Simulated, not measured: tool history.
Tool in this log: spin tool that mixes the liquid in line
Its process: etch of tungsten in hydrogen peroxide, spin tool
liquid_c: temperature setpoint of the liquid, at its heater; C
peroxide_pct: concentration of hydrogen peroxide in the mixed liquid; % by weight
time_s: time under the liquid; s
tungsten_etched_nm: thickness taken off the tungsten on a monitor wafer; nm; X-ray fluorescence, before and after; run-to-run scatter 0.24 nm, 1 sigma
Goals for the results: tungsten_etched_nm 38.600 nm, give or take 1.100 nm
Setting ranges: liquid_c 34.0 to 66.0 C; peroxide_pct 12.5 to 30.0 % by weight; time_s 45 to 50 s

Run 1, hour 0.0: liquid_c 50.0 C, peroxide_pct 23.5 % by weight, time_s 45 s. Result: tungsten_etched_nm 57.682 nm.
Run 2, hour 8.3: liquid_c 50.0 C, peroxide_pct 26.5 % by weight, time_s 45 s. Result: tungsten_etched_nm 60.975 nm.
Run 3, hour 10.9: liquid_c 49.0 C, peroxide_pct 26.5 % by weight, time_s 45 s. Result: tungsten_etched_nm 57.586 nm.
Run 4, hour 13.2: liquid_c 54.0 C, peroxide_pct 26.5 % by weight, time_s 45 s. Result: tungsten_etched_nm 77.885 nm.
Run 5, hour 19.3: liquid_c 54.0 C, peroxide_pct 24.5 % by weight, time_s 45 s. Result: tungsten_etched_nm 74.762 nm.
Run 6, hour 25.8: liquid_c 54.0 C, peroxide_pct 21.5 % by weight, time_s 45 s. Result: tungsten_etched_nm 70.325 nm.
Run 7, hour 30.9: liquid_c 52.5 C, peroxide_pct 21.5 % by weight, time_s 45 s. Result: tungsten_etched_nm 64.244 nm.
Run 8, hour 38.4: liquid_c 51.0 C, peroxide_pct 21.5 % by weight, time_s 45 s. Result: tungsten_etched_nm 58.201 nm.
Run 9, hour 45.3: liquid_c 50.0 C, peroxide_pct 21.5 % by weight, time_s 45 s. Result: tungsten_etched_nm 55.346 nm.
Run 10, hour 52.7: liquid_c 49.0 C, peroxide_pct 21.5 % by weight, time_s 45 s. Result: tungsten_etched_nm 51.416 nm.
Run 11, hour 60.2: liquid_c 48.5 C, peroxide_pct 21.5 % by weight, time_s 45 s. Result: tungsten_etched_nm 50.151 nm.
Run 12, hour 66.8: liquid_c 48.0 C, peroxide_pct 21.5 % by weight, time_s 45 s. Result: tungsten_etched_nm 48.699 nm.
Run 13, hour 73.7: liquid_c 47.5 C, peroxide_pct 21.5 % by weight, time_s 45 s. Result: tungsten_etched_nm 47.201 nm.
Run 14, hour 80.1: liquid_c 47.0 C, peroxide_pct 21.5 % by weight, time_s 45 s. Result: tungsten_etched_nm 45.938 nm.
Run 15, hour 84.0: liquid_c 46.5 C, peroxide_pct 21.5 % by weight, time_s 45 s. Result: tungsten_etched_nm 44.122 nm.
At hour 89.5: peroxide flow meter replaced.
Run 16, hour 89.5: liquid_c 46.0 C, peroxide_pct 21.5 % by weight, time_s 45 s. Result: tungsten_etched_nm 45.644 nm.
Run 17, hour 95.5: liquid_c 45.5 C, peroxide_pct 21.5 % by weight, time_s 45 s. Result: tungsten_etched_nm 44.141 nm.
Run 18, hour 101.1: liquid_c 45.0 C, peroxide_pct 21.5 % by weight, time_s 45 s. Result: tungsten_etched_nm 42.460 nm.
Run 19, hour 102.2: liquid_c 44.5 C, peroxide_pct 21.5 % by weight, time_s 45 s. Result: tungsten_etched_nm 41.583 nm.

5 next moves are on the table. One of them brings every result within its allowed miss. Which?
Run A, hour 103.3: liquid_c 43.0 C, peroxide_pct 20.0 % by weight, time_s 45 s. Result: tungsten_etched_nm ?.
Run B, hour 103.3: liquid_c 44.0 C, peroxide_pct 20.5 % by weight, time_s 50 s. Result: tungsten_etched_nm ?.
Run C, hour 103.3: liquid_c 44.0 C, peroxide_pct 22.5 % by weight, time_s 45 s. Result: tungsten_etched_nm ?.
Run D, hour 103.3: liquid_c 41.5 C, peroxide_pct 28.0 % by weight, time_s 45 s. Result: tungsten_etched_nm ?.
Run E, hour 103.3: liquid_c 41.0 C, peroxide_pct 20.5 % by weight, time_s 50 s. Result: tungsten_etched_nm ?.

move  tungsten_etched_nm
   A              36.682
   B              43.976
   C              41.464
   D              39.420
   E              36.287
A: takes the result that was furthest off past its target
B: moves away from the targets compared with the last run
C: roughly where the last run was
D: all results in spec
E: takes the result that was furthest off past its target
So the answer is move D, the one that meets all the targets.

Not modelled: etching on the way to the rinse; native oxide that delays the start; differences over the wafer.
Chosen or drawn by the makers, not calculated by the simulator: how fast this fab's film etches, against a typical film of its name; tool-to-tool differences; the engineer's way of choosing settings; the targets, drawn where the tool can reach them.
